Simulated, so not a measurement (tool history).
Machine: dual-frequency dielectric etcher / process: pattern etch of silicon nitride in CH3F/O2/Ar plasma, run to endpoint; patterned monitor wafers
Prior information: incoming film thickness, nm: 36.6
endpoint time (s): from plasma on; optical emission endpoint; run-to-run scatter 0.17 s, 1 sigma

run	hour	source power (kW)	bias power (kW)	endpoint time (s)
1	0.0	0.490	0.093	48.648
2	6.9	0.490	0.100	47.428
3	11.9	0.500	0.100	47.246
4	14.4	0.510	0.100	46.279
5	23.4	0.510	0.093	47.837
6	30.1	0.480	0.093	49.104
7	30.7	0.490	0.093	48.956
8	31.5	0.500	0.093	48.068

The next listed run, before its measurement:
9	37.6	0.510	0.093	?

endpoint time (s): 48.083
